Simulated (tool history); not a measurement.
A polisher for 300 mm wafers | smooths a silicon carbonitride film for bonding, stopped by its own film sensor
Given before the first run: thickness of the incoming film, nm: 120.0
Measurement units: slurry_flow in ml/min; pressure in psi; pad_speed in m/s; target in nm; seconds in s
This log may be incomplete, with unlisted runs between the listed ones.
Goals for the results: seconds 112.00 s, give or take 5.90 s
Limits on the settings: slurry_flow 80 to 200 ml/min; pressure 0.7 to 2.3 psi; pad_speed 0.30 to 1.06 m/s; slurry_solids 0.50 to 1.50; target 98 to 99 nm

run	hour	slurry_flow	pressure	pad_speed	slurry_solids	target	seconds
1	0.0	130	1.5	0.68	1.00	99	157.24
2	3.8	130	1.5	0.56	1.00	99	183.78
3	9.6	130	1.7	0.58	1.00	99	158.65
4	12.6	130	1.7	0.58	1.00	98	161.16
5	16.9	130	1.7	0.58	1.00	98	164.15
6	17.5	130	1.8	0.58	1.00	98	159.25
7	19.6	130	1.9	0.60	1.00	98	151.85
8	22.0	130	2.0	0.64	1.00	98	136.91
9	26.6	130	2.1	0.66	1.00	98	127.94
10	30.3	130	2.2	0.66	1.00	98	123.54
11	34.9	130	2.2	0.68	1.00	98	119.56
12	35.5	130	2.2	0.68	1.00	98	120.69
13	37.7	130	2.2	0.68	1.00	98	119.09
14	44.2	130	2.2	0.68	1.00	98	119.04

5 candidate next runs follow, results not yet known. Just one meets every target within its allowed miss. Identify it.
A	50.7	135	2.2	0.58	1.05	99	?
B	50.7	90	2.1	0.74	1.05	98	?
C	50.7	110	2.1	0.84	0.85	99	?
D	50.7	155	2.3	0.60	1.00	98	?
E	50.7	120	2.2	0.66	0.85	99	?

move	seconds
A	125.73
B	125.09
C	114.41
D	123.49
E	130.81
A: moves away from the targets compared with the last run
B: moves away from the targets compared with the last run
C: every result within its allowed miss
D: moves away from the targets compared with the last run
E: moves away from the targets compared with the last run
The right move is C.
